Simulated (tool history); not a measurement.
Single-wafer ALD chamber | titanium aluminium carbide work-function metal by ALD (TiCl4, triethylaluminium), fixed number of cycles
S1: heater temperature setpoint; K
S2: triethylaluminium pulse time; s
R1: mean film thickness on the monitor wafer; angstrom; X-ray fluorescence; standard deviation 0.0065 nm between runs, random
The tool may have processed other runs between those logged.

Run 1, hour 0: S1 578.15 K, S2 14.54 s. Result: R1 20.223 angstrom.
Run 2, hour 8: S1 571.15 K, S2 11.78 s. Result: R1 19.215 angstrom.
Run 3, hour 9.6: S1 566.15 K, S2 9.84 s. Result: R1 17.736 angstrom.
Run 4, hour 14.9: S1 566.15 K, S2 13.99 s. Result: R1 18.912 angstrom.
Run 5, hour 23.4: S1 566.15 K, S2 16.2 s. Result: R1 19.207 angstrom.
Run 6, hour 29.5: S1 562.15 K, S2 12.95 s. Result: R1 18.522 angstrom.
Run 7, hour 30.9: S1 560.15 K, S2 10.66 s. Result: R1 17.904 angstrom.
Run 8, hour 38.3: S1 558.15 K, S2 9.05 s. Result: R1 16.503 angstrom.
Run 9, hour 43.5: S1 557.15 K, S2 8.78 s. Result: R1 16.064 angstrom.

Predict the results of run 10:
Run 10, hour 45: S1 556.15 K, S2 8.76 s. Result: R1 ?.

{"run 10": {"R1": 16.073}}
